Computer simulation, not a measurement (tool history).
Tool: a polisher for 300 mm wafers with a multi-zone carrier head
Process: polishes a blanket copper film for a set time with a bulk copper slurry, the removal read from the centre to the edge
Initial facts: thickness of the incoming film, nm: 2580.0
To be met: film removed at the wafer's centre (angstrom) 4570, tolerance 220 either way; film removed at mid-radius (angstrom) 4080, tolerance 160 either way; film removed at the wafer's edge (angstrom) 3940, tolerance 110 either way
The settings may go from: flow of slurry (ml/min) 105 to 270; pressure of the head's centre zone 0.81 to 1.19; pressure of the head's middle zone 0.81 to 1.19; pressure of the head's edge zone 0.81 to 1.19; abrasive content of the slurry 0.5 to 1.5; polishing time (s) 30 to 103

run    day  flow of slurry (ml/min)  pressure of the head's centre zone  pressure of the head's middle zone  pressure of the head's edge zone  abrasive content of the slurry  polishing time (s)  film removed at the wafer's centre (angstrom)  film removed at mid-radius (angstrom)  film removed at the wafer's edge (angstrom)
  1      0                      175                                   1                                   1                                 1                               1                  66                                         6164.1                                 6130.8                                       6103.7
  2  0.179                      175                                   1                                   1                              1.05                               1                  66                                         6210.5                                 6111.8                                       6334.4
  3  0.488                      175                                   1                                0.96                              1.05                               1                  66                                         6085.9                                 5888.7                                       6275.3
  4  0.571                      175                                1.01                                0.95                              1.02                             0.9                  64                                           6002                                 5566.8                                       5835.2
  5  0.829                      175                                1.01                                0.95                              1.02                             0.9                  77                                         6890.5                                 6563.5                                       7064.2
  6  1.129                      175                                1.01                                0.92                              1.02                             0.9                  77                                         7003.2                                 6510.3                                       7164.3
  7   1.45                      175                                1.01                                0.92                              1.02                             0.9                  77                                         6826.3                                 6491.9                                       7076.1
  8  1.729                      165                                1.11                                0.96                              0.92                            0.65                  59                                         5621.5                                 4866.1                                       4796.8
  9  2.088                      140                                1.05                                0.93                              0.82                             0.5                  50                                         4120.4                                 3755.3                                         3628
 10  2.338                      145                                1.05                                0.93                              0.83                             0.5                  50                                         4139.9                                 3777.1                                       3710.8
 11  2.567                      150                                1.05                                0.93                              0.83                             0.5                  50                                           4103                                 3799.2                                       3678.1
 12  2.833                      155                                1.06                                0.93                              0.84                             0.5                  50                                         4254.5                                 3814.6                                       3735.3

Which of these 4 next moves meets every target?
  A  3.1                      160                                1.15                                0.82                              0.89                             0.5                  54                                              ?                                      ?                                            ?
  B  3.1                      130                                1.11                                0.98                              0.88                             0.5                  53                                              ?                                      ?                                            ?
  C  3.1                      155                                1.03                                0.97                              0.83                            0.55                  55                                              ?                                      ?                                            ?
  D  3.1                      155                                1.13                                1.13                              0.81                             0.5                  50                                              ?                                      ?                                            ?

move  film removed at the wafer's centre (angstrom)  film removed at mid-radius (angstrom)  film removed at the wafer's edge (angstrom)
   A                                         4979.5                                 3727.6                                         4146
   B                                         4557.6                                 4106.5                                       3946.2
   C                                           4608                                   4413                                         4133
   D                                         4518.6                                 4496.3                                       3653.1
A: pushes the last run's worst result past its target
B: all results in spec
C: pushes the last run's worst result past its target
D: moves away from the targets compared with the last run
The right move is B.

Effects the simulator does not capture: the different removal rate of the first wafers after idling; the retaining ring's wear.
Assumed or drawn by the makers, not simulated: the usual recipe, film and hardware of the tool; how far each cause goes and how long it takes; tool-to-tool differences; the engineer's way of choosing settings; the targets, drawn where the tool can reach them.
